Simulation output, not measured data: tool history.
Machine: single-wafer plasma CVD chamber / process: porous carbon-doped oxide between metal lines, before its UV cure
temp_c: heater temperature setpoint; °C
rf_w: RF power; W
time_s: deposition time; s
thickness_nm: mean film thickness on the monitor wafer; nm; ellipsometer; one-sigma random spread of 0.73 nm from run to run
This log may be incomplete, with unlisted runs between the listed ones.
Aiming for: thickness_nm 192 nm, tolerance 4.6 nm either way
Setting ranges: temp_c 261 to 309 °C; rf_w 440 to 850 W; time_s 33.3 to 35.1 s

| run | hour | temp_c | rf_w | time_s | thickness_nm |
|---|---|---|---|---|---|
| 1 | 0 | 285 | 645 | 35.1 | 217.48 |
| 2 | 5.3 | 287 | 640 | 35.1 | 214.99 |
| 3 | 7.8 | 287 | 640 | 33.3 | 203.8 |
| 4 | 14 | 288 | 640 | 33.3 | 201.35 |
| 5 | 19.2 | 278 | 640 | 33.3 | 215.01 |
| 6 | 20.4 | 280 | 635 | 33.3 | 210.02 |
| 7 | 21.3 | 282 | 630 | 33.3 | 209.32 |
| 8 | 27.6 | 283 | 625 | 33.3 | 205.74 |
| 9 | 32.6 | 284 | 620 | 33.3 | 204.38 |
| 10 | 39.5 | 285 | 615 | 33.3 | 201.68 |
| 11 | 44.5 | 286 | 615 | 33.3 | 198.66 |
| 12 | 50.9 | 286 | 615 | 33.3 | 199.49 |
| 13 | 59.9 | 287 | 615 | 33.3 | 199.87 |
| 14 | 66.1 | 288 | 615 | 33.3 | 196.88 |

5 candidate next runs follow, results not yet known. Just one meets every target within its allowed miss. Identify it.
| A | 72.3 | 291 | 625 | 35.1 | ? |
| B | 72.3 | 286 | 615 | 35.1 | ? |
| C | 72.3 | 286 | 585 | 33.3 | ? |
| D | 72.3 | 286 | 625 | 34.1 | ? |
| E | 72.3 | 289 | 590 | 35.1 | ? |

| move | thickness_nm |
|---|---|
| A | 206.11 |
| B | 209.52 |
| C | 193.12 |
| D | 205.72 |
| E | 201.11 |
A: further off than the last run
B: further off than the last run
C: meets every target
D: further off than the last run
E: further off than the last run
C meets every target.
